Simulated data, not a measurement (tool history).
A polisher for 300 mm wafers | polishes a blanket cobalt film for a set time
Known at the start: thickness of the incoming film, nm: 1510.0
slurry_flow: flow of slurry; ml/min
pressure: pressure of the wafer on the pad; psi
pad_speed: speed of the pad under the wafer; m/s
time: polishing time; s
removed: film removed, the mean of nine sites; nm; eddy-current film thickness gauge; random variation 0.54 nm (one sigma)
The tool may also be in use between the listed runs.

run	day	slurry_flow	pressure	pad_speed	time	removed
1	0.000	210	1.5	0.84	46	118.62
2	0.108	205	1.4	0.84	46	110.39
3	0.354	205	1.6	0.84	46	125.78
4	0.704	200	1.5	0.84	46	118.31
5	0.962	200	1.7	0.84	46	133.84
6	1.162	230	1.7	0.84	46	135.66

Forecast run 7:
7	1.304	230	1.6	0.84	46	?

{"run 7": {"removed": 126.91}}
